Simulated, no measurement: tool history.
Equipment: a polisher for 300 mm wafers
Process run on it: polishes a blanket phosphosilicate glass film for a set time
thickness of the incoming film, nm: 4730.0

run,hour,flow of slurry (ml/min),pressure of the wafer on the pad (psi),speed of the pad under the wafer (cm/s),abrasive content of the slurry,polishing time (s),film removed (nm)
1,0.0,295,3.3,80,1.0,119,732.65
2,4.1,360,3.3,80,1.0,119,764.09
3,7.6,360,2.9,80,1.0,119,671.81
4,9.9,360,2.5,80,1.0,119,579.22
5,12.5,360,2.9,80,1.0,119,662.75
6,21.3,360,3.4,80,1.0,119,777.77
7,22.9,360,3.2,80,1.0,119,732.71
8,26.4,360,3.1,80,1.0,119,710.04
9,33.1,360,3.0,80,1.0,119,692.52

Run 10 comes next. What will it give?
10,33.7,360,2.0,78,1.0,119,?

film removed (nm): 457.66
